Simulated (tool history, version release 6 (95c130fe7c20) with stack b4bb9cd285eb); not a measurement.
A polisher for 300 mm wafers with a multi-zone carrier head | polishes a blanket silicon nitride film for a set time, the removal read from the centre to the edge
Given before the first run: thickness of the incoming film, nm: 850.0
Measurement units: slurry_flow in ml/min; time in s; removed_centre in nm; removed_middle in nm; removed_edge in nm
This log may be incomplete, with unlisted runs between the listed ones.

run 1 hour=0 | slurry_flow=275 centre_zone=1 middle_zone=1 edge_zone=1 time=31 | removed_centre=87.129 removed_middle=92.936 removed_edge=92.846
run 2 hour=8.4 | slurry_flow=240 centre_zone=1 middle_zone=1 edge_zone=1 time=31 | removed_centre=86.078 removed_middle=93.244 removed_edge=90.875
run 3 hour=14.8 | slurry_flow=235 centre_zone=0.97 middle_zone=0.98 edge_zone=0.97 time=31 | removed_centre=82.864 removed_middle=88.66 removed_edge=90.95
run 4 hour=15.4 | slurry_flow=230 centre_zone=0.96 middle_zone=0.99 edge_zone=0.95 time=30 | removed_centre=79.682 removed_middle=88.316 removed_edge=85.335
run 5 hour=21.4 | slurry_flow=230 centre_zone=0.9 middle_zone=0.99 edge_zone=0.95 time=30 | removed_centre=74.253 removed_middle=87.616 removed_edge=85.7
run 6 hour=23.9 | slurry_flow=225 centre_zone=0.9 middle_zone=0.98 edge_zone=0.93 time=30 | removed_centre=73.333 removed_middle=85.054 removed_edge=86.37
run 7 hour=27.4 | slurry_flow=245 centre_zone=0.94 middle_zone=1 edge_zone=0.9 time=27 | removed_centre=69.765 removed_middle=78.942 removed_edge=74.679

What will run 8 give?
run 8 hour=36.2 | slurry_flow=245 centre_zone=0.94 middle_zone=1 edge_zone=0.91 time=27 | removed_centre=? removed_middle=? removed_edge=?

{"run 8": {"removed_centre": 71.692, "removed_middle": 78.549, "removed_edge": 76.233}}
